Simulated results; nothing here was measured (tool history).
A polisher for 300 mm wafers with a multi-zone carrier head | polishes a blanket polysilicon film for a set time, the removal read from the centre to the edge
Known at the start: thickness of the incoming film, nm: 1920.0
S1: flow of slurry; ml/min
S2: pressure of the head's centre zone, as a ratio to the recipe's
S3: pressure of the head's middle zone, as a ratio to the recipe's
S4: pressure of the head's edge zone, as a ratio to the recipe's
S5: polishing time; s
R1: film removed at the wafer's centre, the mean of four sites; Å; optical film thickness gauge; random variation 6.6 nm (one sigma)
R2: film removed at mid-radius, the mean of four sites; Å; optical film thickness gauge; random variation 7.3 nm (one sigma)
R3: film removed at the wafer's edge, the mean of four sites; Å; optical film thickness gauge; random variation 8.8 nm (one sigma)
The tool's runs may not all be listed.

run,hour,S1,S2,S3,S4,S5,R1,R2,R3
1,0,220,1,1,1,59,5049.6,5149.7,5128.5
2,6.5,220,1,1,1.05,59,4913.4,5077.1,5270
3,9.2,225,1.02,1.02,1.06,60,5247.6,5249.9,5185.5
4,13,190,1.02,1.02,1.06,60,5104.8,5062.1,5124.7
5,15.8,190,1.02,1.02,1.06,53,4565.9,4510.7,4728.2
6,24.8,190,1.02,1.02,1.06,68,5774.2,5676.3,5924.8

Run 7 comes next. What will it give?
7,27.4,200,1.02,1.02,1.06,69,?,?,?

R1: 5856.6 Å
R2: 5911.8 Å
R3: 6048.1 Å
